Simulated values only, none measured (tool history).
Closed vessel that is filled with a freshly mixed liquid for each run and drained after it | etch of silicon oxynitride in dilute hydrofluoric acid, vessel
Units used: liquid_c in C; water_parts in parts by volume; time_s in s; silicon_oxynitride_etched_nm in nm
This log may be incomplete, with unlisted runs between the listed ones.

| run | hour | liquid_c | water_parts | time_s | silicon_oxynitride_etched_nm |
|---|---|---|---|---|---|
| 1 | 0.0 | 25.0 | 95 | 1005 | 19.752 |
| 2 | 4.0 | 25.0 | 95 | 1005 | 19.474 |
| 3 | 8.3 | 25.0 | 95 | 1005 | 19.439 |
| 4 | 9.4 | 25.0 | 75 | 1005 | 25.268 |
| 5 | 10.0 | 25.5 | 75 | 1005 | 25.933 |
| 6 | 11.9 | 25.5 | 60 | 1005 | 32.734 |
| 7 | 19.7 | 24.5 | 60 | 1005 | 31.359 |

Run 8 is up next; what results do you expect?
| 8 | 26.4 | 23.5 | 60 | 1005 | ? |

silicon_oxynitride_etched_nm: 29.981 nm
